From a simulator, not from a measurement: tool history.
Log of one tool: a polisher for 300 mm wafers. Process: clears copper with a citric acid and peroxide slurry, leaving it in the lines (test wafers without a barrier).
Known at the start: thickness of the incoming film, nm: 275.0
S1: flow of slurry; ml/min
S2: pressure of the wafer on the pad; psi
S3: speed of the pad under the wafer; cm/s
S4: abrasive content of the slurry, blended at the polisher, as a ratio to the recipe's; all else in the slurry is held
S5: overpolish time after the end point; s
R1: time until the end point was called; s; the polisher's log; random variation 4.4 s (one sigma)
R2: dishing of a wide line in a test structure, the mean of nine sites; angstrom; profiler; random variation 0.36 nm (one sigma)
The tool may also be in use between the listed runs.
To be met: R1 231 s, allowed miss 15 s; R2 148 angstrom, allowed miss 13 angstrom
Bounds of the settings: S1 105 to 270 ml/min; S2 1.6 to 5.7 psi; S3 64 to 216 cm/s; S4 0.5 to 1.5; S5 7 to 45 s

Run 1, hour 0: S1 175 ml/min, S2 3.6 psi, S3 140 cm/s, S4 1, S5 23 s. Result: R1 97.776 s, R2 289.85 angstrom.
Run 2, hour 6.2: S1 175 ml/min, S2 3.6 psi, S3 140 cm/s, S4 1, S5 13 s. Result: R1 95.513 s, R2 207.49 angstrom.
Run 3, hour 13.8: S1 175 ml/min, S2 3.6 psi, S3 140 cm/s, S4 1, S5 22 s. Result: R1 98.779 s, R2 286.04 angstrom.
Run 4, hour 16.2: S1 175 ml/min, S2 3 psi, S3 126 cm/s, S4 1, S5 20 s. Result: R1 133.68 s, R2 228.51 angstrom.
Run 5, hour 19.1: S1 175 ml/min, S2 2.6 psi, S3 122 cm/s, S4 1, S5 18 s. Result: R1 149.27 s, R2 194.16 angstrom.
Run 6, hour 26.2: S1 175 ml/min, S2 2.6 psi, S3 122 cm/s, S4 0.85, S5 18 s. Result: R1 158.62 s, R2 185.99 angstrom.
Run 7, hour 33.4: S1 175 ml/min, S2 2.3 psi, S3 118 cm/s, S4 0.85, S5 18 s. Result: R1 179.55 s, R2 170.18 angstrom.
Run 8, hour 39.6: S1 175 ml/min, S2 1.6 psi, S3 110 cm/s, S4 0.85, S5 19 s. Result: R1 265.54 s, R2 127.58 angstrom.
Run 9, hour 40.5: S1 175 ml/min, S2 1.7 psi, S3 110 cm/s, S4 0.85, S5 19 s. Result: R1 265.85 s, R2 133.89 angstrom.

4 next moves are on the table. One of them brings every result within its allowed miss. Which?
Run A, hour 41.4: S1 165 ml/min, S2 1.9 psi, S3 90 cm/s, S4 0.65, S5 23 s. Result: R1 ?, R2 ?.
Run B, hour 41.4: S1 165 ml/min, S2 1.6 psi, S3 132 cm/s, S4 0.95, S5 18 s. Result: R1 ?, R2 ?.
Run C, hour 41.4: S1 185 ml/min, S2 1.6 psi, S3 94 cm/s, S4 0.85, S5 20 s. Result: R1 ?, R2 ?.
Run D, hour 41.4: S1 185 ml/min, S2 1.8 psi, S3 118 cm/s, S4 0.8, S5 16 s. Result: R1 ?, R2 ?.

move      R1      R2
   A  297.76  140.87
   B  225.07  143.32
   C  311.57  121.37
   D  228.34  130.29
A: further off than the last run
B: meets every target
C: further off than the last run
D: brings the result that was furthest off to its target, and leaves another outside
The right move is B.
